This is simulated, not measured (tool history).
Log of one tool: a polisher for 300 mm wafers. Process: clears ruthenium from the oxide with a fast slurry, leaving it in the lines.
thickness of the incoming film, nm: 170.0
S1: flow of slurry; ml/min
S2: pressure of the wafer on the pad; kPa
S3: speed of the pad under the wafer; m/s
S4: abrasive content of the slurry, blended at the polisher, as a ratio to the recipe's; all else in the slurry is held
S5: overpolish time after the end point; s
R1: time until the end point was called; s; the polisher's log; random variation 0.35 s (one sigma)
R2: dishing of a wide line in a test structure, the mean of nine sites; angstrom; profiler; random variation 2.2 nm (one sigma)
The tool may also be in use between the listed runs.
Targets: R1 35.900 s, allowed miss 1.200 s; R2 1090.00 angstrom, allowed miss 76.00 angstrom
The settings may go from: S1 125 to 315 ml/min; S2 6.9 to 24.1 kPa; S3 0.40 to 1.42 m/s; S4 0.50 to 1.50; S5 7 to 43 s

run  hour   S1    S2    S3    S4  S5      R1      R2
  1   0.0  205  15.2  0.90  1.00  22  58.445  498.65
  2   4.2  205  15.2  0.98  1.00  22  53.333  508.15
  3   8.2  205  15.9  0.98  1.00  24  51.194  582.90
  4  15.7  205  15.9  0.98  1.00  33  52.333  760.18
  5  23.8  205  15.9  1.20  1.00  33  42.566  904.33
  6  31.2  205  16.5  1.20  1.00  33  40.935  926.04
  7  34.4  205  16.5  1.20  1.00  33  40.836  926.29
  8  38.7  210  17.9  1.20  1.00  34  37.650  993.28

4 next moves are on the table. One of them brings every result within its allowed miss. Which?
  A  43.0  245  19.3  1.02  1.10  34   ?   ?
  B  43.0  225  20.0  1.16  0.90  36   ?   ?
  C  43.0  225  20.0  1.06  0.95  40   ?   ?
  D  43.0  190  17.9  1.18  1.00  29   ?   ?

move      R1       R2
   A  38.843   952.30
   B  36.232  1042.80
   C  38.669  1072.30
   D  38.545   850.23
A: further off than the last run
B: meets every target
C: further off than the last run
D: further off than the last run
Move B is the one to make.
